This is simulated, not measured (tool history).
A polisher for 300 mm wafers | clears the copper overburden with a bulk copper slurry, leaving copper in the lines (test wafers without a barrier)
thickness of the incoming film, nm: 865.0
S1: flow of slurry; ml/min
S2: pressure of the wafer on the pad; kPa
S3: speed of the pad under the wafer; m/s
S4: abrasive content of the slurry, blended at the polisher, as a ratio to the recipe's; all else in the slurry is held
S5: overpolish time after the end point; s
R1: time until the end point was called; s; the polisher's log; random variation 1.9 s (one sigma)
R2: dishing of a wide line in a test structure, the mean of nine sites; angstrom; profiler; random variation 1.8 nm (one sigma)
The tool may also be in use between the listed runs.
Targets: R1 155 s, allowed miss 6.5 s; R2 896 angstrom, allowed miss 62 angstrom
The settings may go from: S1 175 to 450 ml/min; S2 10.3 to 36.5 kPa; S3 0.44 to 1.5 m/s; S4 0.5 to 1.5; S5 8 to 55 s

Run 1, hour 0: S1 290 ml/min, S2 23.4 kPa, S3 0.96 m/s, S4 1, S5 28 s. Result: R1 105.49 s, R2 1027.9 angstrom.
Run 2, hour 1.6: S1 290 ml/min, S2 25.5 kPa, S3 0.96 m/s, S4 1, S5 28 s. Result: R1 97.233 s, R2 1085 angstrom.
Run 3, hour 7.3: S1 290 ml/min, S2 25.5 kPa, S3 0.96 m/s, S4 1, S5 35 s. Result: R1 95.834 s, R2 1208.6 angstrom.
Run 4, hour 9: S1 290 ml/min, S2 25.5 kPa, S3 0.84 m/s, S4 1, S5 35 s. Result: R1 113.45 s, R2 1110.3 angstrom.
Run 5, hour 11.8: S1 290 ml/min, S2 25.5 kPa, S3 0.84 m/s, S4 1.15, S5 35 s. Result: R1 107.52 s, R2 1161.6 angstrom.
Run 6, hour 13.7: S1 335 ml/min, S2 25.5 kPa, S3 0.84 m/s, S4 1.15, S5 35 s. Result: R1 105.04 s, R2 1182.1 angstrom.
Run 7, hour 18.3: S1 335 ml/min, S2 24.1 kPa, S3 0.84 m/s, S4 1.15, S5 35 s. Result: R1 113.31 s, R2 1093 angstrom.
Run 8, hour 21.5: S1 335 ml/min, S2 22.8 kPa, S3 0.84 m/s, S4 1.15, S5 35 s. Result: R1 120.5 s, R2 1072.7 angstrom.
Run 9, hour 25.9: S1 335 ml/min, S2 22.1 kPa, S3 0.84 m/s, S4 1.15, S5 35 s. Result: R1 121.13 s, R2 1055.6 angstrom.
Run 10, hour 30.3: S1 335 ml/min, S2 21.4 kPa, S3 0.84 m/s, S4 1.15, S5 35 s. Result: R1 123.6 s, R2 1060.5 angstrom.
Run 11, hour 38: S1 335 ml/min, S2 20.7 kPa, S3 0.84 m/s, S4 1.15, S5 35 s. Result: R1 131.62 s, R2 1026.3 angstrom.

4 next moves are on the table. One of them brings every result within its allowed miss. Which?
Run A, hour 45.7: S1 405 ml/min, S2 15.2 kPa, S3 1.36 m/s, S4 0.95, S5 18 s. Result: R1 ?, R2 ?.
Run B, hour 45.7: S1 310 ml/min, S2 20 kPa, S3 0.82 m/s, S4 0.7, S5 34 s. Result: R1 ?, R2 ?.
Run C, hour 45.7: S1 345 ml/min, S2 23.4 kPa, S3 0.8 m/s, S4 1.2, S5 44 s. Result: R1 ?, R2 ?.
Run D, hour 45.7: S1 370 ml/min, S2 20 kPa, S3 0.74 m/s, S4 1.25, S5 24 s. Result: R1 ?, R2 ?.

move      R1      R2
   A  114.27  741.01
   B  157.22  929.47
   C  119.78  1200.3
   D  148.49  790.93
A: further off than the last run
B: meets every target
C: further off than the last run
D: nearer than the last run, and not there yet
Move B is the one to make.
